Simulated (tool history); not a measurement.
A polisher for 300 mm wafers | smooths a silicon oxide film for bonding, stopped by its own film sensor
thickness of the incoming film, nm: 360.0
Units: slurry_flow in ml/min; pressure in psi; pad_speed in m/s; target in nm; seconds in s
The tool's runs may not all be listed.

run,day,slurry_flow,pressure,pad_speed,slurry_solids,target,seconds
1,0.000,300,2.6,0.78,1.0,314,66.645
2,0.058,235,2.6,0.78,1.0,314,69.088
3,0.242,180,2.6,0.78,1.0,314,71.887
4,0.617,180,2.6,0.78,1.1,314,67.408
5,0.812,250,2.6,0.78,1.1,314,65.113
6,0.942,250,2.3,0.78,1.1,314,72.997

The next listed run, before its measurement:
7,1.108,250,2.1,0.78,1.1,314,?

seconds: 81.028 s
